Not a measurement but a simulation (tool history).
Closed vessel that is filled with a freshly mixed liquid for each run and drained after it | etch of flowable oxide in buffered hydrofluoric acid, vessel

run,hour,temperature setpoint of the liquid (°C),parts of 40 % ammonium fluoride to one part of 49 % hydrofluoric acid (parts by volume),time in the liquid (s),thickness taken off the flowable oxide on a monitor wafer (nm)
1,0,20,9.5,85,180.95
2,2.2,17,9.5,85,152.7
3,4.3,17,9.5,85,152.11
4,7.4,19,9.5,85,170.51
5,13.4,20.5,9.5,85,185.48
6,19.6,21.5,9.5,85,195.33

The next listed run, before its measurement:
7,21,22,9.5,85,?

thickness taken off the flowable oxide on a monitor wafer (nm): 198.78
